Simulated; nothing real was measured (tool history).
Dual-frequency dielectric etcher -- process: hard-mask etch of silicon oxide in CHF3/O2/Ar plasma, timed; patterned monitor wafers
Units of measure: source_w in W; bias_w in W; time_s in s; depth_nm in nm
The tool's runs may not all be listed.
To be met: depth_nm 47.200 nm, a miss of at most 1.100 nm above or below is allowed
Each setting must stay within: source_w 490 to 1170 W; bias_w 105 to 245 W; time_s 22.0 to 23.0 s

run 1 hour=0.0 | source_w=830 bias_w=175 time_s=22.0 | depth_nm=53.442
run 2 hour=1.7 | source_w=830 bias_w=175 time_s=23.0 | depth_nm=56.171
run 3 hour=8.1 | source_w=830 bias_w=175 time_s=22.0 | depth_nm=53.816
run 4 hour=13.6 | source_w=830 bias_w=157 time_s=22.0 | depth_nm=52.379
run 5 hour=15.7 | source_w=830 bias_w=157 time_s=23.0 | depth_nm=54.064
run 6 hour=19.1 | source_w=830 bias_w=186 time_s=23.0 | depth_nm=57.145
run 7 hour=24.9 | source_w=750 bias_w=177 time_s=23.0 | depth_nm=53.342
run 8 hour=31.0 | source_w=700 bias_w=175 time_s=23.0 | depth_nm=51.481
run 9 hour=31.8 | source_w=670 bias_w=174 time_s=23.0 | depth_nm=50.152
run 10 hour=35.6 | source_w=650 bias_w=173 time_s=23.0 | depth_nm=48.678
run 11 hour=43.4 | source_w=640 bias_w=173 time_s=23.0 | depth_nm=49.412

Exactly one of the 5 candidate moves below puts every result within its allowed miss. Which one?
run A hour=51.2 | source_w=710 bias_w=151 time_s=22.0 | depth_nm=?
run B hour=51.2 | source_w=570 bias_w=168 time_s=22.5 | depth_nm=?
run C hour=51.2 | source_w=680 bias_w=191 time_s=23.0 | depth_nm=?
run D hour=51.2 | source_w=630 bias_w=163 time_s=22.0 | depth_nm=?
run E hour=51.2 | source_w=600 bias_w=163 time_s=22.0 | depth_nm=?

move=A depth_nm=47.316
move=B depth_nm=44.438
move=C depth_nm=52.315
move=D depth_nm=45.498
move=E depth_nm=44.279
A: in spec on every target
B: moves the result that the last run missed by most past its target, out the other side
C: further off than the last run
D: moves the result that the last run missed by most past its target, out the other side
E: moves the result that the last run missed by most past its target, out the other side
Correct choice: A, which meets every target

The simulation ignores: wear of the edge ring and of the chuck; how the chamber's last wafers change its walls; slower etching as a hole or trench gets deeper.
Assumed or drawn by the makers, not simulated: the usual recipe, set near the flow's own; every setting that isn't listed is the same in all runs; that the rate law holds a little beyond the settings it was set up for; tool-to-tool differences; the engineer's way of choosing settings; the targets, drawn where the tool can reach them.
